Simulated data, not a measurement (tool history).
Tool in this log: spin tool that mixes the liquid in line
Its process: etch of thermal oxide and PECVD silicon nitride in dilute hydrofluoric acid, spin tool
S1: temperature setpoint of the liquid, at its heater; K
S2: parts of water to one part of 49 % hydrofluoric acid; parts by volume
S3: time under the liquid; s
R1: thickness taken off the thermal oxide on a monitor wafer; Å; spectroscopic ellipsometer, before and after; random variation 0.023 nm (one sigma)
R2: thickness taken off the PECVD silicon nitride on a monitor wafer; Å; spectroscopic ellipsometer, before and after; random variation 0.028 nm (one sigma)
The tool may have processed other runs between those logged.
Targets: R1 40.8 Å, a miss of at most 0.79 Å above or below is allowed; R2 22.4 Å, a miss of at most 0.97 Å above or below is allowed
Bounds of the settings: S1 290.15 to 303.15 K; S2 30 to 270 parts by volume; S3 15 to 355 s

{"run": 1, "day": 0.0, "S1": 295.15, "S2": 150, "S3": 180, "R1": 40.19, "R2": 25.357}
{"run": 2, "day": 0.162, "S1": 295.15, "S2": 120, "S3": 180, "R1": 52.426, "R2": 31.352}
{"run": 3, "day": 0.362, "S1": 295.15, "S2": 90, "S3": 180, "R1": 71.653, "R2": 41.426}
{"run": 4, "day": 0.658, "S1": 295.15, "S2": 145, "S3": 180, "R1": 41.863, "R2": 26.908}
{"day": 0.8, "done": "hydrofluoric acid flow meter replaced"}
{"run": 5, "day": 0.8, "S1": 294.15, "S2": 140, "S3": 180, "R1": 45.014, "R2": 27.098}
{"run": 6, "day": 0.854, "S1": 293.65, "S2": 140, "S3": 180, "R1": 44.177, "R2": 26.041}
{"run": 7, "day": 1.154, "S1": 293.15, "S2": 140, "S3": 180, "R1": 43.513, "R2": 25.39}
{"run": 8, "day": 1.233, "S1": 292.65, "S2": 140, "S3": 180, "R1": 43.04, "R2": 24.531}

Consider the 4 candidate settings below. Which is the only one whose results all fall within their allowed miss of target?
{"run": "A", "day": 1.312, "S1": 293.15, "S2": 135, "S3": 155, "R1": "?", "R2": "?"}
{"run": "B", "day": 1.312, "S1": 294.15, "S2": 165, "S3": 195, "R1": "?", "R2": "?"}
{"run": "C", "day": 1.312, "S1": 293.65, "S2": 155, "S3": 185, "R1": "?", "R2": "?"}
{"run": "D", "day": 1.312, "S1": 292.65, "S2": 110, "S3": 130, "R1": "?", "R2": "?"}

move=A R1=39.448 R2=22.873
move=B R1=40.931 R2=25.285
move=C R1=40.96 R2=24.669
move=D R1=40.872 R2=22.642
A: moves the result that the last run missed by most past its target, out the other side
B: corrects the largest miss of the last run, while another result sits out of spec
C: corrects the largest miss of the last run, while another result sits out of spec
D: in spec on every target
D is the move that brings every result within its allowed miss.
